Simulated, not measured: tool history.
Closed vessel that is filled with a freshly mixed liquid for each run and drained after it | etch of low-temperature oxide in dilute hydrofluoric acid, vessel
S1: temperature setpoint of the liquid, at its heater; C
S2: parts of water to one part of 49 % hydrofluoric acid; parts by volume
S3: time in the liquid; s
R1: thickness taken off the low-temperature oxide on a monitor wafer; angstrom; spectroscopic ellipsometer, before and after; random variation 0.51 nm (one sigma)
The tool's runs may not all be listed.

{"run": 1, "hour": 0.0, "S1": 20, "S2": 255, "S3": 1330, "R1": 458.14}
{"run": 2, "hour": 7.7, "S1": 17.5, "S2": 255, "S3": 1330, "R1": 414.66}
{"run": 3, "hour": 13.2, "S1": 19.5, "S2": 255, "S3": 1330, "R1": 450.42}
{"run": 4, "hour": 19.8, "S1": 21, "S2": 255, "S3": 1330, "R1": 475.27}
{"run": 5, "hour": 22.6, "S1": 17.5, "S2": 255, "S3": 1330, "R1": 419.26}
{"run": 6, "hour": 24.0, "S1": 17.5, "S2": 255, "S3": 1430, "R1": 446.72}
{"run": 7, "hour": 31.6, "S1": 19, "S2": 255, "S3": 1430, "R1": 474.54}
{"run": 8, "hour": 40.1, "S1": 20, "S2": 255, "S3": 1430, "R1": 490.97}

Run 9 comes next. What will it give?
{"run": 9, "hour": 43.2, "S1": 21, "S2": 255, "S3": 1430, "R1": "?"}

Run 9 gave R1 517.66 angstrom.
